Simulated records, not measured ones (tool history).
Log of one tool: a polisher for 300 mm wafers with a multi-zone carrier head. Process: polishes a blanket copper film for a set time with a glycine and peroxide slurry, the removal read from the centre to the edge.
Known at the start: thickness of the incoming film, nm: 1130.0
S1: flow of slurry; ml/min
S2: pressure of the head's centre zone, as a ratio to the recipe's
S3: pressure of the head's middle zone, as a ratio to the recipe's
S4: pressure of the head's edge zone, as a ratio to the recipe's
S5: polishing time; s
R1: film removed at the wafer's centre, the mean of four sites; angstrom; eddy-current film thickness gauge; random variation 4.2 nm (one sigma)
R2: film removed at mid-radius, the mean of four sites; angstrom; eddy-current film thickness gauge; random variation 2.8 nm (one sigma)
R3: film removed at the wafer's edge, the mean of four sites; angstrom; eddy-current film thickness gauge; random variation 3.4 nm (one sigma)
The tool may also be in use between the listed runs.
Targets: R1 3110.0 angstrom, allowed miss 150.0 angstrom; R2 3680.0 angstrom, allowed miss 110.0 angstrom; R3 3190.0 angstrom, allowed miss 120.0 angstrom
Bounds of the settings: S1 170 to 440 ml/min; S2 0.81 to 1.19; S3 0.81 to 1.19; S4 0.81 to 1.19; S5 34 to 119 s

Run 1, hour 0.0: S1 280 ml/min, S2 1.00, S3 1.00, S4 1.00, S5 76 s. Result: R1 2565.6 angstrom, R2 2585.8 angstrom, R3 2542.7 angstrom.
Run 2, hour 8.6: S1 280 ml/min, S2 1.00, S3 1.03, S4 1.00, S5 76 s. Result: R1 2590.2 angstrom, R2 2665.8 angstrom, R3 2537.3 angstrom.
Run 3, hour 10.5: S1 280 ml/min, S2 1.00, S3 0.99, S4 1.00, S5 76 s. Result: R1 2561.9 angstrom, R2 2571.0 angstrom, R3 2570.6 angstrom.
Run 4, hour 19.0: S1 345 ml/min, S2 1.00, S3 0.99, S4 1.00, S5 76 s. Result: R1 2654.4 angstrom, R2 2607.4 angstrom, R3 2612.1 angstrom.
Run 5, hour 22.4: S1 345 ml/min, S2 1.00, S3 0.99, S4 1.00, S5 83 s. Result: R1 2839.1 angstrom, R2 2847.4 angstrom, R3 2830.9 angstrom.
Run 6, hour 25.5: S1 345 ml/min, S2 0.99, S3 1.03, S4 1.01, S5 85 s. Result: R1 2870.3 angstrom, R2 3012.4 angstrom, R3 2874.0 angstrom.
Run 7, hour 29.9: S1 345 ml/min, S2 0.99, S3 1.05, S4 1.02, S5 87 s. Result: R1 2902.9 angstrom, R2 3126.0 angstrom, R3 2965.9 angstrom.
Run 8, hour 38.6: S1 345 ml/min, S2 0.99, S3 1.07, S4 1.03, S5 89 s. Result: R1 3023.7 angstrom, R2 3213.4 angstrom, R3 3063.1 angstrom.

Which of these 4 next moves meets every target?
Run A, hour 47.3: S1 355 ml/min, S2 0.90, S3 1.19, S4 0.93, S5 100 s. Result: R1 ?, R2 ?, R3 ?.
Run B, hour 47.3: S1 320 ml/min, S2 0.99, S3 1.19, S4 0.84, S5 94 s. Result: R1 ?, R2 ?, R3 ?.
Run C, hour 47.3: S1 355 ml/min, S2 0.94, S3 1.13, S4 1.01, S5 90 s. Result: R1 ?, R2 ?, R3 ?.
Run D, hour 47.3: S1 330 ml/min, S2 0.98, S3 1.15, S4 1.02, S5 95 s. Result: R1 ?, R2 ?, R3 ?.

move      R1      R2      R3
   A  3114.5  3994.9  3236.9
   B  3151.7  3724.7  2887.8
   C  2908.9  3437.4  3032.3
   D  3164.6  3662.6  3201.9
A: takes the result that was furthest off past its target
B: brings the result that was furthest off to its target, and leaves another outside
C: nearer than the last run, and not there yet
D: meets every target
The right move is D.

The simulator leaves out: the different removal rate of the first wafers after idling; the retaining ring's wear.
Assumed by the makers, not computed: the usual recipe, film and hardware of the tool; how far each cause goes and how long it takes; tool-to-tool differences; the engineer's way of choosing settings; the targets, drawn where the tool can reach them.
